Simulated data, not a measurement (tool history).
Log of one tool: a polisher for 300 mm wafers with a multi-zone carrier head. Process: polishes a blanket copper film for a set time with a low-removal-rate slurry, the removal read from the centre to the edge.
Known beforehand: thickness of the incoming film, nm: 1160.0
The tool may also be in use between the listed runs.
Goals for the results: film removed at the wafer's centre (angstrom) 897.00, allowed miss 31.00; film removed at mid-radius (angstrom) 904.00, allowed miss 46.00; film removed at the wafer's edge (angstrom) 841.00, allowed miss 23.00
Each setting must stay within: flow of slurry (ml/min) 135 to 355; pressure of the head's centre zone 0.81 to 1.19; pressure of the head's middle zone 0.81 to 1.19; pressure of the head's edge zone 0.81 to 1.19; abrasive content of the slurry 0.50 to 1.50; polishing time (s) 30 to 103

run	hour	flow of slurry (ml/min)	pressure of the head's centre zone	pressure of the head's middle zone	pressure of the head's edge zone	abrasive content of the slurry	polishing time (s)	film removed at the wafer's centre (angstrom)	film removed at mid-radius (angstrom)	film removed at the wafer's edge (angstrom)
1	0.0	225	1.00	1.00	1.00	1.00	66	1604.10	1568.10	1548.40
2	0.5	220	0.99	1.00	0.96	0.85	59	1356.70	1380.00	1307.10
3	6.5	215	0.99	0.98	0.93	0.75	54	1175.60	1171.20	1156.50
4	12.0	215	0.99	0.98	0.99	0.75	54	1166.20	1184.00	1182.90
5	16.5	185	0.99	0.98	0.99	0.75	54	1165.80	1152.60	1153.60
6	24.0	185	0.99	0.98	0.95	0.75	54	1159.60	1166.80	1117.00
7	30.3	180	0.95	0.90	0.85	0.50	41	773.39	733.72	753.86
8	38.5	205	0.96	0.93	0.85	0.50	41	798.61	797.30	773.13
9	40.0	225	0.97	0.93	0.86	0.50	41	839.69	806.62	788.64
10	48.3	240	0.97	0.94	0.87	0.50	41	852.17	838.70	798.48
11	54.7	250	0.97	0.95	0.88	0.50	41	858.92	851.32	797.94
12	62.0	275	0.97	0.98	0.95	0.60	41	912.47	913.10	871.93
# hour 69.9: slurry nozzle cleaned
13	69.9	275	0.97	0.98	0.94	0.60	41	942.07	955.05	894.47

Pick the move, out of 5, that brings all results within their allowed miss; only one does.
A	77.8	310	0.98	1.09	0.81	0.50	43	?	?	?
B	77.8	300	1.00	1.07	0.88	0.60	43	?	?	?
C	77.8	280	1.16	1.01	0.91	0.50	40	?	?	?
D	77.8	245	0.90	0.98	0.99	0.50	46	?	?	?
E	77.8	215	0.91	0.92	0.81	0.50	44	?	?	?

move	film removed at the wafer's centre (angstrom)	film removed at mid-radius (angstrom)	film removed at the wafer's edge (angstrom)
A	977.43	1083.50	851.51
B	1022.80	1097.50	910.29
C	1037.20	933.82	828.72
D	944.86	1031.50	980.14
E	893.60	919.19	844.38
A: the worst result of the last run now meets its target, but another is out of spec
B: moves away from the targets compared with the last run
C: the worst result of the last run now meets its target, but another is out of spec
D: moves away from the targets compared with the last run
E: every result lands within tolerance
Correct choice: E, which meets every target

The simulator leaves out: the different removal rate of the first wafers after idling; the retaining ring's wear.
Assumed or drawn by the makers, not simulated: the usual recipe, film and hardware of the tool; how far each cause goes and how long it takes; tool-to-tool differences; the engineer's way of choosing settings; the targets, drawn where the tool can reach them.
